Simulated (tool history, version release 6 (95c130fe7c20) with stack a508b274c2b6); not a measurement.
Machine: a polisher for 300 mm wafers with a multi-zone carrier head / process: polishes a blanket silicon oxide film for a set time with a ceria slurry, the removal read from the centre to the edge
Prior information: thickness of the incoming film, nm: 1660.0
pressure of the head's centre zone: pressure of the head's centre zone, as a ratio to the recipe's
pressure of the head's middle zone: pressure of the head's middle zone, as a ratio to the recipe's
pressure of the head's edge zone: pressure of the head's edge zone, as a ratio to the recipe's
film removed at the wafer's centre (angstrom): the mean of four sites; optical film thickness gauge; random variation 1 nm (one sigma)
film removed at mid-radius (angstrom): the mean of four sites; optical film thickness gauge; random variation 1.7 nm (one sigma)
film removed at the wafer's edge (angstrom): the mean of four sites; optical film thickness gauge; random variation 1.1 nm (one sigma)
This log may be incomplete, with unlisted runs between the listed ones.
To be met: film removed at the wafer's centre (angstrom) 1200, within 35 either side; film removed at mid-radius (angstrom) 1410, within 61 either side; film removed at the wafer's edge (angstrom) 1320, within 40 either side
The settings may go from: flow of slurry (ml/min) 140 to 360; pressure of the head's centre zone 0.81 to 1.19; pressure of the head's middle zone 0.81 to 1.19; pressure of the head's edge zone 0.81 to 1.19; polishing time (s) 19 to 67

run	day	flow of slurry (ml/min)	pressure of the head's centre zone	pressure of the head's middle zone	pressure of the head's edge zone	polishing time (s)	film removed at the wafer's centre (angstrom)	film removed at mid-radius (angstrom)	film removed at the wafer's edge (angstrom)
1	0	230	1	1	1	43	1747.7	1735.7	1663.3
2	0.212	215	0.94	0.99	0.96	41	1530.9	1660.8	1534.2
3	0.354	215	0.94	0.92	0.96	41	1580.4	1506.2	1544.6
4	0.612	215	0.94	0.92	0.96	51	1909.2	1908.8	1913.2
5	0.683	215	0.94	0.92	0.9	51	1911.8	1886	1899
6	1	215	0.99	0.92	0.9	51	2024.4	1915.5	1847.9
7	1.054	200	0.94	0.94	0.88	46	1728.2	1785	1649.4
8	1.221	195	0.9	0.94	0.89	42	1491.5	1591.7	1521.7
9	1.438	185	0.87	0.94	0.87	40	1353.7	1489.3	1420.8
10	1.5	180	0.85	0.94	0.85	39	1275	1484.9	1362.7
11	1.808	175	0.84	0.93	0.84	39	1289.4	1415.7	1372.3
12	1.9	165	0.81	0.97	0.84	37	1159.9	1381.3	1270.9

Next run, 4 choices. One meets every target within its allowed miss, the rest don't. Which?
A	1.992	185	0.88	1.06	0.86	35	?	?	?
B	1.992	145	0.81	0.93	0.81	40	?	?	?
C	1.992	175	0.84	1.02	0.84	35	?	?	?
D	1.992	150	0.87	1	0.81	36	?	?	?

move	film removed at the wafer's centre (angstrom)	film removed at mid-radius (angstrom)	film removed at the wafer's edge (angstrom)
A	1217.5	1436	1242.1
B	1212.2	1402.6	1338.4
C	1148.8	1376.8	1221.1
D	1183	1351.1	1209.8
A: moves away from the targets compared with the last run
B: all results in spec
C: moves away from the targets compared with the last run
D: moves away from the targets compared with the last run
Correct choice: B, which meets every target

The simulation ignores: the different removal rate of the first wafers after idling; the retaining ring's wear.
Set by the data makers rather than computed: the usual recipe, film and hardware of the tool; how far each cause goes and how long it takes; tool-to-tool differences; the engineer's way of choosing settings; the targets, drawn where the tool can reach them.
